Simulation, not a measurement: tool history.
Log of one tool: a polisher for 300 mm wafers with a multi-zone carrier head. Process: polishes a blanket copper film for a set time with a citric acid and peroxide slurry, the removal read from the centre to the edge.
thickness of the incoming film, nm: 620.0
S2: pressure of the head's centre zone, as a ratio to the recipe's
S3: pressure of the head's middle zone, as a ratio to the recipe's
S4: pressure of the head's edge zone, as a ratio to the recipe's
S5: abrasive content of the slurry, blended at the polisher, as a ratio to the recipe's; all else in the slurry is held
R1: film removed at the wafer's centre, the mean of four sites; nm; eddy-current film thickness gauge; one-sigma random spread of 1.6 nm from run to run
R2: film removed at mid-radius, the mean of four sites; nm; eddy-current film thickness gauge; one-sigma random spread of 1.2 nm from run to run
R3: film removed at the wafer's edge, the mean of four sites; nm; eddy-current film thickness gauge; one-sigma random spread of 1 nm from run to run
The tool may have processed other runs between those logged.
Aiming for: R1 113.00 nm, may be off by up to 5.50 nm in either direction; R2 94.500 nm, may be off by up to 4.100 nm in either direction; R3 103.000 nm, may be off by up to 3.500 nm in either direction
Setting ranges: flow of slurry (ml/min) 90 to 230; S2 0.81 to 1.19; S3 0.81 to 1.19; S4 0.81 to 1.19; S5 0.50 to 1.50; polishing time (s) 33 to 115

run 1 hour=0.0 | flow_of_slurry_(ml/min)=150 S2=1.00 S3=1.00 S4=1.00 S5=1.00 polishing_time_(s)=73 | R1=181.37 R2=175.770 R3=182.970
run 2 hour=6.0 | flow_of_slurry_(ml/min)=150 S2=1.00 S3=1.00 S4=1.00 S5=1.20 polishing_time_(s)=73 | R1=190.33 R2=189.450 R3=190.610
run 3 hour=7.1 | flow_of_slurry_(ml/min)=150 S2=1.00 S3=1.00 S4=1.00 S5=1.00 polishing_time_(s)=73 | R1=182.71 R2=176.940 R3=186.310
run 4 hour=8.1 | flow_of_slurry_(ml/min)=115 S2=1.00 S3=1.00 S4=1.00 S5=1.00 polishing_time_(s)=73 | R1=168.63 R2=167.930 R3=179.820
run 5 hour=9.6 | flow_of_slurry_(ml/min)=115 S2=1.00 S3=1.00 S4=1.00 S5=1.15 polishing_time_(s)=73 | R1=177.04 R2=175.810 R3=183.340
run 6 hour=11.7 | flow_of_slurry_(ml/min)=115 S2=1.00 S3=1.07 S4=1.00 S5=1.15 polishing_time_(s)=73 | R1=175.18 R2=182.670 R3=182.960
run 7 hour=13.3 | flow_of_slurry_(ml/min)=120 S2=1.03 S3=1.05 S4=0.98 S5=1.00 polishing_time_(s)=65 | R1=162.82 R2=152.970 R3=154.420
run 8 hour=19.2 | flow_of_slurry_(ml/min)=115 S2=1.03 S3=1.03 S4=0.96 S5=0.90 polishing_time_(s)=61 | R1=143.64 R2=138.820 R3=140.100
run 9 hour=27.8 | flow_of_slurry_(ml/min)=125 S2=1.13 S3=0.93 S4=0.89 S5=0.65 polishing_time_(s)=45 | R1=104.49 R2=88.088 R3=93.452
run 10 hour=28.5 | flow_of_slurry_(ml/min)=130 S2=1.13 S3=0.93 S4=0.91 S5=0.65 polishing_time_(s)=45 | R1=110.46 R2=87.477 R3=96.258
run 11 hour=29.4 | flow_of_slurry_(ml/min)=135 S2=1.12 S3=0.94 S4=0.92 S5=0.65 polishing_time_(s)=45 | R1=109.62 R2=90.125 R3=95.322
run 12 hour=30.6 | flow_of_slurry_(ml/min)=135 S2=1.11 S3=0.94 S4=0.94 S5=0.65 polishing_time_(s)=45 | R1=106.94 R2=90.548 R3=95.236
run 13 hour=33.9 | flow_of_slurry_(ml/min)=135 S2=1.11 S3=0.94 S4=0.94 S5=0.70 polishing_time_(s)=45 | R1=109.56 R2=93.299 R3=96.720

Exercise: of the 4 proposed moves below, exactly one satisfies all targets within the stated allowed misses. Which move is it?
run A hour=37.2 | flow_of_slurry_(ml/min)=135 S2=1.10 S3=0.92 S4=0.92 S5=0.70 polishing_time_(s)=52 | R1=? R2=? R3=?
run B hour=37.2 | flow_of_slurry_(ml/min)=155 S2=1.15 S3=0.95 S4=0.92 S5=0.75 polishing_time_(s)=48 | R1=? R2=? R3=?
run C hour=37.2 | flow_of_slurry_(ml/min)=170 S2=1.15 S3=1.07 S4=0.99 S5=1.05 polishing_time_(s)=35 | R1=? R2=? R3=?
run D hour=37.2 | flow_of_slurry_(ml/min)=140 S2=1.08 S3=0.90 S4=0.92 S5=0.65 polishing_time_(s)=48 | R1=? R2=? R3=?

move=A R1=126.52 R2=104.100 R3=110.500
move=B R1=128.62 R2=103.500 R3=106.100
move=C R1=104.95 R2=93.105 R3=88.514
move=D R1=113.18 R2=93.068 R3=100.400
A: moves the result that the last run missed by most past its target, out the other side
B: the furthest-off result lands on target, but another misses its tolerance
C: its largest miss is bigger than the last run's
D: hits every target within its allowed miss
The move that meets every target is D.
